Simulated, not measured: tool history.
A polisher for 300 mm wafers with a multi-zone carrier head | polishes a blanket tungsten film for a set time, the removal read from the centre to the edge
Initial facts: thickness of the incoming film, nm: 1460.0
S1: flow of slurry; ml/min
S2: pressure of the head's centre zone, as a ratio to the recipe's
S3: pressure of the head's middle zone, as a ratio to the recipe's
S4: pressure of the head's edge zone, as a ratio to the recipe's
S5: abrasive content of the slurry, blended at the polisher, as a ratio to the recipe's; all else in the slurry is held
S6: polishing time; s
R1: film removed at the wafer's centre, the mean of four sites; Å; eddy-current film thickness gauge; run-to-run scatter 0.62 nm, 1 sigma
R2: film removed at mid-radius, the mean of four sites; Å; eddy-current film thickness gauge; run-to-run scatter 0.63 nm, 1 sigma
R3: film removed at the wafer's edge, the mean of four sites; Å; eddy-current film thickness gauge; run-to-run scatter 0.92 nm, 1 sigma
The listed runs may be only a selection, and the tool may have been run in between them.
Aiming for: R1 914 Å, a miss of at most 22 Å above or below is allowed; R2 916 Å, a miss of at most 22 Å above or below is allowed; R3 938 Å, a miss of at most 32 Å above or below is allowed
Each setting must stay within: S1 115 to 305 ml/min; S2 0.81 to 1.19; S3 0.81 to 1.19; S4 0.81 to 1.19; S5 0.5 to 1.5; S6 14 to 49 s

run    day   S1    S2    S3    S4    S5  S6      R1      R2      R3
  1      0  195     1     1     1     1  31  1197.2  1181.7  1158.5
  2  0.183  195  0.97     1     1     1  31  1158.2  1160.6  1143.3
  3  0.492  165  0.97     1     1     1  31  1119.1  1146.8  1131.5
  4  0.679  165  0.97     1     1  1.15  31  1151.3  1166.1  1180.4
  5  0.817  165  0.97     1  1.03  1.15  31    1146  1184.3  1207.8
  6  1.162  155  0.93  0.96  0.97  1.05  31  1075.6  1100.4  1105.3
  7  1.288  145   0.9  0.92  0.94     1  31  1041.4  1023.3  1074.8
  8    1.5  140  0.87  0.91  0.91  0.95  31  996.01  1019.1  1031.9
  9  1.871  135  0.85  0.89  0.89   0.9  31  948.74   975.5  1026.2
 10  1.896  135  0.86  0.89  0.87  0.85  31  948.28  961.57  994.28
 11      2  130  0.86  0.88  0.85  0.85  31  949.08  946.83  995.25
 12  2.192  135  0.86  0.89  0.84   0.8  31  943.63  942.74   979.7
 13  2.371  135  0.86  0.89  0.83  0.75  31  925.24  938.52     963

Consider the 4 candidate settings below. Which is the only one whose results all fall within their allowed miss of target?
  A  2.55  155  0.84  0.88  0.84   0.5  30   ?   ?   ?
  B  2.55  120  0.86  0.91  0.83   0.7  33   ?   ?   ?
  C  2.55  135  1.04   0.9  0.81   0.8  28   ?   ?   ?
  D  2.55  165  0.83  0.85  0.82  0.85  29   ?   ?   ?

move      R1      R2      R3
   A  850.01  865.35  867.64
   B  940.72  976.29  967.36
   C  961.59   870.9   853.2
   D  917.82  916.05  929.47
A: the result that was furthest off in the last run now lies on the other side of its target
B: its largest miss is bigger than the last run's
C: the result that was furthest off in the last run now lies on the other side of its target
D: in spec on every target
Go with D: it meets all targets.
